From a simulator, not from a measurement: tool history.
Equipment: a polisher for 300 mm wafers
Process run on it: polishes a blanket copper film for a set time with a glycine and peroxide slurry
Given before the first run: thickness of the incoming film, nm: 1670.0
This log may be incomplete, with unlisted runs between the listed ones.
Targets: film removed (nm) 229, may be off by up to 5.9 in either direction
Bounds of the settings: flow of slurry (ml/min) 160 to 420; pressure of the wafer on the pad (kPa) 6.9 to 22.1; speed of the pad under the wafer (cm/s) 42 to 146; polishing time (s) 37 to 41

run,hour,flow of slurry (ml/min),pressure of the wafer on the pad (kPa),speed of the pad under the wafer (cm/s),polishing time (s),film removed (nm)
1,0,270,14.5,94,41,179.55
2,5.6,270,14.5,94,41,178.68
3,7.5,270,14.5,104,41,192.16
4,9.5,275,15.2,104,41,203.21
5,15.5,310,15.2,104,41,204.88
6,19.5,310,15.2,104,41,206.54
7,23.6,320,15.2,104,41,204.58
8,31.9,320,15.9,104,41,212.38

5 candidate next runs follow, results not yet known. Just one meets every target within its allowed miss. Identify it.
A,40.2,330,16.5,100,39,?
B,40.2,420,13.8,106,41,?
C,40.2,305,15.9,106,41,?
D,40.2,330,18.6,98,41,?
E,40.2,340,16.5,110,39,?

move,film removed (nm)
A,203.16
B,196.84
C,214.96
D,231.14
E,219.94
A: further off than the last run
B: further off than the last run
C: better than the last run, though not everything is in spec
D: in spec on every target
E: better than the last run, though not everything is in spec
So the answer is move D, the one that meets all the targets.
